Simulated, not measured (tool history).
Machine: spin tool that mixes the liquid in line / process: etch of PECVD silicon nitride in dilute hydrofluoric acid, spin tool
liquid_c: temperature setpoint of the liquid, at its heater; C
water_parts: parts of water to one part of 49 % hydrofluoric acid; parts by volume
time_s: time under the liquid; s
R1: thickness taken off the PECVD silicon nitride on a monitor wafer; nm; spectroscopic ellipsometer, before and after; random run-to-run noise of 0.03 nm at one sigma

Run 1, hour 0.0: liquid_c 23.0 C, water_parts 170 parts by volume, time_s 60 s. Result: R1 1.2793 nm.
Run 2, hour 2.1: liquid_c 20.0 C, water_parts 170 parts by volume, time_s 60 s. Result: R1 1.0612 nm.
Run 3, hour 4.9: liquid_c 20.0 C, water_parts 170 parts by volume, time_s 60 s. Result: R1 1.0609 nm.
Run 4, hour 13.1: liquid_c 23.0 C, water_parts 140 parts by volume, time_s 60 s. Result: R1 1.5791 nm.
Run 5, hour 15.7: liquid_c 25.5 C, water_parts 125 parts by volume, time_s 60 s. Result: R1 2.0443 nm.
Run 6, hour 21.9: liquid_c 25.5 C, water_parts 180 parts by volume, time_s 60 s. Result: R1 1.4398 nm.
Run 7, hour 25.5: liquid_c 29.5 C, water_parts 110 parts by volume, time_s 60 s. Result: R1 2.9773 nm.

What does the tool deliver on the next run?
Run 8, hour 27.8: liquid_c 30.0 C, water_parts 105 parts by volume, time_s 60 s. Result: R1 ?.

Run 8 produced R1 3.1872 nm.
